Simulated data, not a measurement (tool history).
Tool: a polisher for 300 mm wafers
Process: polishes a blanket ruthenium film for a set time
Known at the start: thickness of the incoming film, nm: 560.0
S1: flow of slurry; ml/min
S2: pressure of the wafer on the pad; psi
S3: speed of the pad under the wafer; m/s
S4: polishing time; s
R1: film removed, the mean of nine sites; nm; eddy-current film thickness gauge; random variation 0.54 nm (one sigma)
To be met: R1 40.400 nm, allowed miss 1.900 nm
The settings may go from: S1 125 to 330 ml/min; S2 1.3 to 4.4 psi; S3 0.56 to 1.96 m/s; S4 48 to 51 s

run  hour   S1   S2    S3  S4       R1
  1   0.0  210  2.8  1.26  48  106.740
  2   2.4  210  2.5  1.16  48   91.542
  3   5.4  205  2.3  1.04  48   76.544
  4   7.2  205  2.1  0.96  48   67.812
  5   7.9  205  2.1  0.96  48   68.129
  6  13.8  245  2.1  0.96  48   68.806
  7  15.3  245  2.1  0.96  48   71.116
  8  23.7  235  1.9  0.90  48   61.495
  9  28.8  215  1.3  0.66  48   36.143
 10  31.8  220  1.3  0.66  48   36.261
 11  38.5  225  1.3  0.66  48   36.496
 12  42.2  225  1.3  0.66  48   37.481
 13  46.2  230  1.3  0.66  48   36.226
 14  47.0  230  1.4  0.66  48   38.007

5 next moves are on the table. One of them brings every result within its allowed miss. Which?
  A  47.8  225  1.3  0.64  49   ?
  B  47.8  225  1.4  0.62  49   ?
  C  47.8  215  1.4  0.62  48   ?
  D  47.8  275  1.4  0.70  48   ?
  E  47.8  215  1.3  0.66  48   ?

move      R1
   A  36.432
   B  36.777
   C  35.818
   D  41.316
   E  36.528
A: further off than the last run
B: further off than the last run
C: further off than the last run
D: meets every target
E: further off than the last run
The right move is D.

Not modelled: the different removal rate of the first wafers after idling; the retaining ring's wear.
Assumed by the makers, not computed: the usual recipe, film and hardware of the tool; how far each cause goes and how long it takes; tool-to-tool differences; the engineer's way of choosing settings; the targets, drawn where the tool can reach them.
